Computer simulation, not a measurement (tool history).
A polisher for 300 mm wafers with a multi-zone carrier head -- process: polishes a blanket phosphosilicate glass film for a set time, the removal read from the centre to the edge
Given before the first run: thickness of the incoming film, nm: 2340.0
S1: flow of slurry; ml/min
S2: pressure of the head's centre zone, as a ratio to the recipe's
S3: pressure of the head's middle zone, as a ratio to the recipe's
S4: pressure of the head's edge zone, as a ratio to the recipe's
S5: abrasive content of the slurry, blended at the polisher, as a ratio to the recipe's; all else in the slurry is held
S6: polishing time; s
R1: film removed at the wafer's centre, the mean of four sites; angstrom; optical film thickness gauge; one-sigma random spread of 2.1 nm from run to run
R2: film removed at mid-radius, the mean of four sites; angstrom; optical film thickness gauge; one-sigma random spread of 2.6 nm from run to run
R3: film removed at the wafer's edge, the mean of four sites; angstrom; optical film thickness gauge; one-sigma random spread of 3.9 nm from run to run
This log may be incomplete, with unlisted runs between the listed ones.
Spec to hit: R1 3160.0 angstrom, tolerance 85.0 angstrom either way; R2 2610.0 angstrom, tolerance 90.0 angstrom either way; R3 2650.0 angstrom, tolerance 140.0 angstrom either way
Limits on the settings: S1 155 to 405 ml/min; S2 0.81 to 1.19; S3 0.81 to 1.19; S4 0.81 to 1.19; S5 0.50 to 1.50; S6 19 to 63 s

run,hour,S1,S2,S3,S4,S5,S6,R1,R2,R3
1,0.0,260,1.00,1.00,1.00,1.00,41,4864.2,4840.1,4890.5
2,5.7,265,1.02,0.98,0.96,0.90,38,4381.9,4241.2,4186.4
3,7.8,265,1.02,0.98,0.90,0.90,38,4434.2,4194.1,4073.7
4,12.3,265,1.03,0.95,0.88,0.80,36,4020.9,3637.7,3742.4
5,15.9,320,1.03,0.95,0.88,0.80,36,4062.5,3733.6,3687.1
6,24.7,325,1.05,0.94,0.86,0.75,34,3815.8,3410.2,3385.3
7,30.6,330,1.06,0.93,0.85,0.70,33,3636.5,3161.0,3140.0
8,37.6,330,1.05,0.87,0.81,0.50,32,2879.7,2429.2,2483.2
9,41.9,335,1.06,0.88,0.82,0.50,32,2931.6,2519.9,2540.8

Pick the move, out of 5, that brings all results within their allowed miss; only one does.
A,46.2,305,0.89,0.90,1.01,0.50,34,?,?,?
B,46.2,295,1.01,0.90,0.85,0.55,35,?,?,?
C,46.2,405,1.19,1.19,0.81,0.50,30,?,?,?
D,46.2,285,1.04,0.99,0.84,0.55,32,?,?,?
E,46.2,405,1.08,0.87,0.81,0.55,32,?,?,?

move,R1,R2,R3
A,2580.5,2680.1,2910.7
B,3174.6,2902.2,2957.1
C,3138.7,2911.5,2403.6
D,2979.0,2810.1,2682.3
E,3200.7,2669.8,2716.2
A: misses by more than the last run did
B: brings the result that was furthest off to its target, and leaves another outside
C: brings the result that was furthest off to its target, and leaves another outside
D: closer than the last run, but not yet in spec
E: each result inside its tolerance
The move that meets every target is E.
